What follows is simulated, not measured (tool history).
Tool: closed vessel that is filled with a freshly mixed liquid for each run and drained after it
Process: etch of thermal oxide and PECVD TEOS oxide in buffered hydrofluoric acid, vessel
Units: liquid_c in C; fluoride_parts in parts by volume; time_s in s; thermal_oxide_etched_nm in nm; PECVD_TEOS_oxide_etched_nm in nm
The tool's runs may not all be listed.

run 1 hour=0.0 | liquid_c=23.0 fluoride_parts=14.5 time_s=60 | thermal_oxide_etched_nm=41.151 PECVD_TEOS_oxide_etched_nm=52.620
run 2 hour=8.0 | liquid_c=25.5 fluoride_parts=13.0 time_s=60 | thermal_oxide_etched_nm=52.824 PECVD_TEOS_oxide_etched_nm=66.784
run 3 hour=14.8 | liquid_c=25.5 fluoride_parts=17.0 time_s=60 | thermal_oxide_etched_nm=40.214 PECVD_TEOS_oxide_etched_nm=51.301
run 4 hour=22.7 | liquid_c=25.5 fluoride_parts=15.0 time_s=60 | thermal_oxide_etched_nm=45.836 PECVD_TEOS_oxide_etched_nm=57.690
run 5 hour=25.8 | liquid_c=27.0 fluoride_parts=13.0 time_s=60 | thermal_oxide_etched_nm=56.469 PECVD_TEOS_oxide_etched_nm=72.517
run 6 hour=32.6 | liquid_c=28.0 fluoride_parts=11.5 time_s=60 | thermal_oxide_etched_nm=68.328 PECVD_TEOS_oxide_etched_nm=85.935
run 7 hour=36.2 | liquid_c=29.0 fluoride_parts=11.0 time_s=60 | thermal_oxide_etched_nm=73.682 PECVD_TEOS_oxide_etched_nm=94.260

The next listed run, before its measurement:
run 8 hour=39.2 | liquid_c=29.5 fluoride_parts=10.5 time_s=60 | thermal_oxide_etched_nm=? PECVD_TEOS_oxide_etched_nm=?

Run 8 gave thermal_oxide_etched_nm 81.571 nm, PECVD_TEOS_oxide_etched_nm 101.720 nm.

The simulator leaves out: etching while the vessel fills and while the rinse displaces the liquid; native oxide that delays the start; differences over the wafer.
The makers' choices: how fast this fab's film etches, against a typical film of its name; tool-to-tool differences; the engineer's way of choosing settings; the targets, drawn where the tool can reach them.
